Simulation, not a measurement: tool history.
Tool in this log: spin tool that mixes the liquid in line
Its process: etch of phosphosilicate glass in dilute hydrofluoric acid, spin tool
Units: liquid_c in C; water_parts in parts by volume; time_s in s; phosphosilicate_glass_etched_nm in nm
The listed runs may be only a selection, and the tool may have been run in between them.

run,hour,liquid_c,water_parts,time_s,phosphosilicate_glass_etched_nm
1,0.0,25.0,265,15,4.3431
2,5.1,26.5,255,15,4.7433
3,11.9,26.5,255,15,4.8134
4,15.8,26.5,300,15,3.8751
5,21.7,26.5,350,15,3.1901
6,28.8,28.0,320,15,3.7505
7,37.1,29.0,295,15,4.3270

The next listed run, before its measurement:
8,39.2,30.0,275,15,?

phosphosilicate_glass_etched_nm: 4.8583 nm

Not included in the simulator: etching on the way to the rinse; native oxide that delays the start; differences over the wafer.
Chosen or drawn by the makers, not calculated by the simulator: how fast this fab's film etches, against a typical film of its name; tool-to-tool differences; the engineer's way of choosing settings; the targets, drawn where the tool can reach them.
